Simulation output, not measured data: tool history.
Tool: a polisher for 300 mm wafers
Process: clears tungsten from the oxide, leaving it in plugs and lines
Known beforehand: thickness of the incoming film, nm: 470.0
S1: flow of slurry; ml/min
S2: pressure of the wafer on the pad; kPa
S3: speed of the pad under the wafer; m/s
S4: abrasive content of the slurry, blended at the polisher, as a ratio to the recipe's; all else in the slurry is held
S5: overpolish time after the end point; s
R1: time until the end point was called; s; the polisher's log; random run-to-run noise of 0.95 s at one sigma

run,hour,S1,S2,S3,S4,S5,R1
1,0,215,33.8,0.88,1,13,97.885
2,1.4,215,33.8,0.68,1,13,123.44
3,7.5,215,37.9,0.68,1,13,113.72
4,15.6,215,42.1,0.68,1,13,103.83
5,17,265,42.1,0.68,1,13,100.69
6,22.4,265,42.1,0.68,1,13,100.49

Estimate the outcome of run 7 from the log above:
7,24.9,265,44.8,0.68,1,13,?

R1: 93.61 s
